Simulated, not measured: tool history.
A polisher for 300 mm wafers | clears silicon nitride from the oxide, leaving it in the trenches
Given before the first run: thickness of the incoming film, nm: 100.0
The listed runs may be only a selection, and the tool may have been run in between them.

run	hour	flow of slurry (ml/min)	pressure of the wafer on the pad (psi)	speed of the pad under the wafer (cm/s)	overpolish time after the end point (s)	time until the end point was called (s)
1	0	170	3	98	9	97.585
2	5.3	170	3	88	9	105.88
3	10.2	170	2.6	86	9	121.76
4	13.9	170	2.2	86	9	137.13
5	16.1	170	2.2	86	8	136.76
6	20.8	150	2.2	86	8	141.24

Run 7 is up next; what results do you expect?
7	24.2	150	2	84	8	?

Run 7 gave time until the end point was called (s) 150.98.
